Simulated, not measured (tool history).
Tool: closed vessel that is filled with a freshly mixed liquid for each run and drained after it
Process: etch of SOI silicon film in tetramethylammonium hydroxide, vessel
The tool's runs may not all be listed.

run    day  temperature setpoint of the liquid (°C)  concentration of hydroxide in the mixed liquid (% by weight)  time in the liquid (s)  thickness taken off the SOI silicon film on a monitor wafer (angstrom)
  1  0.000                                     59.0                                                          19.5                      95                                                                  2628.0
  2  0.250                                     64.5                                                          19.5                      95                                                                  3646.5
  3  0.425                                     59.5                                                          19.5                      95                                                                  2710.8
  4  0.479                                     56.5                                                          19.5                      95                                                                  2239.9
  5  0.588                                     56.5                                                          21.0                      95                                                                  2138.0
  6  0.667                                     56.5                                                          21.0                     100                                                                  2264.2
  7  0.983                                     54.5                                                          21.0                     100                                                                  1993.7
  8  1.104                                     53.0                                                          21.0                     100                                                                  1817.3
  9  1.442                                     53.0                                                          21.0                     100                                                                  1805.7
 10  1.683                                     52.0                                                          21.0                     100                                                                  1691.9
 11  1.992                                     51.5                                                          21.0                     100                                                                  1636.1

Run 12 comes next. What will it give?
 12  2.029                                     51.0                                                          21.0                     100                                                                       ?

{"run 12": {"thickness taken off the SOI silicon film on a monitor wafer (angstrom)": 1587.2}}
